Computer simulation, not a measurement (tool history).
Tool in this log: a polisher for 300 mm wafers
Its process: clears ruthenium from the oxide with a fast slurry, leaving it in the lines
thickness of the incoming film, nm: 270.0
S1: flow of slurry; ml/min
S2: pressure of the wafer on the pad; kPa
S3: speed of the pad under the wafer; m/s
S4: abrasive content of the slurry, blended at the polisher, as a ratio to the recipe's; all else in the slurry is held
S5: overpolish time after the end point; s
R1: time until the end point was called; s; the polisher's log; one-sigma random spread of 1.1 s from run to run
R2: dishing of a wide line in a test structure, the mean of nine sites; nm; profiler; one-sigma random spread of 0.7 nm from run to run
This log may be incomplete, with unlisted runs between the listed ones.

run	hour	S1	S2	S3	S4	S5	R1	R2
1	0	180	13.1	1.22	1	9	82.662	22.548
2	4	175	12.4	1.22	1	10	86.731	22.735
3	10.7	175	12.4	1.22	1	11	86.136	25.955
4	18.6	175	11.7	1.22	1	12	90.195	26.851
5	19.5	170	11	1.22	1	13	97.548	27.19
6	26.1	170	11	1.22	0.9	13	103.09	25.565
7	30	175	11	1.22	0.9	13	102.13	24.735

What will run 8 give?
8	32.1	175	11	1.22	0.9	14	?	?

{"run 8": {"R1": 102.45, "R2": 26.924}}
